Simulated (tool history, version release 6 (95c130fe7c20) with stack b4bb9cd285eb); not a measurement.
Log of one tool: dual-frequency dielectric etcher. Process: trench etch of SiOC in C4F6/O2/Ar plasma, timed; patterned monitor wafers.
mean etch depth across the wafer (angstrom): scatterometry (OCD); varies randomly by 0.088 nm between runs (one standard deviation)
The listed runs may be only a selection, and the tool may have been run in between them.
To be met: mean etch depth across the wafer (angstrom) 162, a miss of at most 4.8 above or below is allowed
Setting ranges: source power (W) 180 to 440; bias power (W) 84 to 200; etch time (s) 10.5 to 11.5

| run | hour | source power (W) | bias power (W) | etch time (s) | mean etch depth across the wafer (angstrom) |
|---|---|---|---|---|---|
| 1 | 0 | 310 | 142 | 11.5 | 186.32 |
| 2 | 6.5 | 290 | 138 | 11.5 | 179.51 |
| 3 | 8.9 | 280 | 136 | 11.5 | 175.07 |
| 4 | 16.2 | 270 | 135 | 11.5 | 171.71 |
| 5 | 23.5 | 270 | 151 | 11.5 | 181.17 |
| 6 | 31.1 | 310 | 151 | 11.5 | 191.58 |
| 7 | 35.6 | 290 | 148 | 11.5 | 183.98 |
| 8 | 39.9 | 270 | 146 | 11.5 | 179.08 |
| 9 | 42.9 | 260 | 144 | 11.5 | 173.76 |
| 10 | 51.2 | 250 | 143 | 11.5 | 170.59 |
| 11 | 57.9 | 240 | 142 | 11.5 | 168.49 |
| 12 | 65.6 | 240 | 141 | 11.5 | 166.89 |

Exactly one of the 5 candidate moves below puts every result within its allowed miss. Which one?
| A | 73.3 | 250 | 158 | 11 | ? |
| B | 73.3 | 230 | 153 | 11 | ? |
| C | 73.3 | 320 | 120 | 11.5 | ? |
| D | 73.3 | 230 | 154 | 11.5 | ? |
| E | 73.3 | 230 | 169 | 11.5 | ? |

| move | mean etch depth across the wafer (angstrom) |
|---|---|
| A | 170.9 |
| B | 163.06 |
| C | 176.63 |
| D | 170.93 |
| E | 177.62 |
A: further off than the last run
B: all results land within tolerance of their targets
C: further off than the last run
D: further off than the last run
E: further off than the last run
So the answer is move B, the one that meets all the targets.

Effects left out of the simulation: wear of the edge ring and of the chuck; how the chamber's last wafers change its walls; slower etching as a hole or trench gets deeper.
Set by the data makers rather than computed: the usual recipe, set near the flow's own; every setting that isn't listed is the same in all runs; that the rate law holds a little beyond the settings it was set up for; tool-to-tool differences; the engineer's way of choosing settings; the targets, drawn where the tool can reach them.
